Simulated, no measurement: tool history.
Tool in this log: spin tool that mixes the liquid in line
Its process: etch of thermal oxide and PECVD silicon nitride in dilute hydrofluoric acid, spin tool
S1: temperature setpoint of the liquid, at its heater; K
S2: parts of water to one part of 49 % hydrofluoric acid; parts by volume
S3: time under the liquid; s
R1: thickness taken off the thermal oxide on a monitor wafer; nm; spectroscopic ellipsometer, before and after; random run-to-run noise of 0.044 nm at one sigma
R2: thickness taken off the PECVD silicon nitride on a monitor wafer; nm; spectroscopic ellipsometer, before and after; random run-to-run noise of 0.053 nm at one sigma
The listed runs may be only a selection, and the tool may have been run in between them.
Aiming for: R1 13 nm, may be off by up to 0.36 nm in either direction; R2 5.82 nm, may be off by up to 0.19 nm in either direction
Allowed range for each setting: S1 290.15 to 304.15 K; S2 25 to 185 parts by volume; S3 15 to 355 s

run	hour	S1	S2	S3	R1	R2
1	0	296.15	105	180	8.362	4.5197
2	3.4	296.15	120	180	7.1784	3.9087
3	10.1	295.65	110	180	7.7845	4.1509
4	13	292.65	110	180	6.8999	3.4229
5	20.1	292.65	100	175	7.4707	3.5736
6	25.2	292.65	100	105	4.45	2.1735
7	25.8	292.65	90	110	5.269	2.5565
8	30.2	292.65	80	115	6.2405	2.9882
9	32.4	292.65	75	115	6.7118	3.1605
10	37.4	295.15	35	115	16.807	7.8564
11	39.5	294.65	35	115	16.538	7.6065
12	40.5	293.65	40	115	13.692	6.1997
13	45.4	293.15	40	115	13.289	5.9521

Exactly one of the 4 candidate moves below puts every result within its allowed miss. Which one?
A	50.3	294.15	55	150	?	?
B	50.3	292.65	45	130	?	?
C	50.3	295.15	55	140	?	?
D	50.3	292.65	30	90	?	?

move	R1	R2
A	12.939	6.2598
B	13.018	5.9431
C	12.592	6.2571
D	13.763	6.0885
A: puts the biggest miss on target and leaves a different result outside tolerance
B: every result lands within tolerance
C: moves the result that the last run missed by most past its target, out the other side
D: moves away from the targets compared with the last run
The move that meets every target is B.
